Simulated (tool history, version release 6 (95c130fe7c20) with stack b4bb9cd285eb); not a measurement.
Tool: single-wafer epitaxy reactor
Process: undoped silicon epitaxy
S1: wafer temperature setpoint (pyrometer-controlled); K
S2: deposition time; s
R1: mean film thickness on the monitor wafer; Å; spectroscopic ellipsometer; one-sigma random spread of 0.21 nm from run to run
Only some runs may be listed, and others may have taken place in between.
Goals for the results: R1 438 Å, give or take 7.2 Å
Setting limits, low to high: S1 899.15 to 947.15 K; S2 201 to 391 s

| run | hour | S1 | S2 | R1 |
|---|---|---|---|---|
| 1 | 0 | 923.15 | 296 | 512.35 |
| 2 | 1.5 | 933.15 | 296 | 653.06 |
| 3 | 8 | 933.15 | 271 | 598.01 |
| 4 | 16.2 | 928.15 | 271 | 527.14 |
| 5 | 21.8 | 928.15 | 246 | 480.16 |
| 6 | 30.4 | 928.15 | 268 | 522.96 |
| 7 | 32.8 | 926.15 | 268 | 495.87 |
| 8 | 34.1 | 925.15 | 268 | 485.24 |
| 9 | 38.6 | 924.15 | 268 | 475.46 |

Which single option among these 5 for the next run brings every result within its allowed miss of target? Just one does.
| A | 43.1 | 922.15 | 253 | ? |
| B | 43.1 | 920.15 | 285 | ? |
| C | 43.1 | 917.15 | 288 | ? |
| D | 43.1 | 918.15 | 290 | ? |
| E | 43.1 | 924.15 | 260 | ? |

| move | R1 |
|---|---|
| A | 422.35 |
| B | 452.6 |
| C | 424.17 |
| D | 438.01 |
| E | 456.14 |
A: moves the result that the last run missed by most past its target, out the other side
B: closer than the last run, but not yet in spec
C: moves the result that the last run missed by most past its target, out the other side
D: hits every target within its allowed miss
E: closer than the last run, but not yet in spec
D is the move that brings every result within its allowed miss.
